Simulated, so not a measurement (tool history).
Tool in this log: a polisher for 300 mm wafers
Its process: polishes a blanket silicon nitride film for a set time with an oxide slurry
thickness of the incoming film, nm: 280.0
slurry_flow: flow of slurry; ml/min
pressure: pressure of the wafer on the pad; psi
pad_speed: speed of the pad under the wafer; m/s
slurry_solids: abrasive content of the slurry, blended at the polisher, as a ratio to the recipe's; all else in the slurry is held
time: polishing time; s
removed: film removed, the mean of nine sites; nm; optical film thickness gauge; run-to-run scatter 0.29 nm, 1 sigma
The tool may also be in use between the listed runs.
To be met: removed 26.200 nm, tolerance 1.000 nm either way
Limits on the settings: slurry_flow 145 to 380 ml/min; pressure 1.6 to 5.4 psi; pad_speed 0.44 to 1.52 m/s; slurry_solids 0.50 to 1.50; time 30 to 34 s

| run | day | slurry_flow | pressure | pad_speed | slurry_solids | time | removed |
|---|---|---|---|---|---|---|---|
| 1 | 0.000 | 245 | 3.5 | 0.98 | 1.00 | 34 | 21.911 |
| 2 | 0.179 | 245 | 3.6 | 0.98 | 1.00 | 34 | 22.757 |
| 3 | 0.212 | 280 | 3.6 | 0.98 | 1.00 | 34 | 22.941 |
| 4 | 0.521 | 280 | 3.6 | 0.98 | 0.85 | 34 | 20.828 |
| 5 | 0.592 | 280 | 3.7 | 0.98 | 0.85 | 34 | 21.673 |
| 6 | 0.692 | 280 | 3.7 | 0.98 | 0.85 | 34 | 21.053 |
| 7 | 0.938 | 280 | 3.9 | 0.98 | 0.85 | 34 | 22.645 |
| 8 | 1.008 | 280 | 3.9 | 0.98 | 0.85 | 34 | 22.442 |
| 9 | 1.188 | 280 | 4.0 | 0.98 | 0.85 | 34 | 22.898 |

Which single option among these 4 for the next run brings every result within its allowed miss of target? Just one does.
| A | 1.367 | 375 | 4.0 | 1.12 | 0.90 | 33 | ? |
| B | 1.367 | 290 | 3.8 | 0.94 | 0.80 | 31 | ? |
| C | 1.367 | 250 | 3.8 | 0.90 | 0.80 | 31 | ? |
| D | 1.367 | 285 | 4.1 | 1.02 | 0.70 | 33 | ? |

| move | removed |
|---|---|
| A | 25.999 |
| B | 18.858 |
| C | 18.042 |
| D | 20.851 |
A: each result inside its tolerance
B: moves away from the targets compared with the last run
C: moves away from the targets compared with the last run
D: moves away from the targets compared with the last run
So the answer is move A, the one that meets all the targets.

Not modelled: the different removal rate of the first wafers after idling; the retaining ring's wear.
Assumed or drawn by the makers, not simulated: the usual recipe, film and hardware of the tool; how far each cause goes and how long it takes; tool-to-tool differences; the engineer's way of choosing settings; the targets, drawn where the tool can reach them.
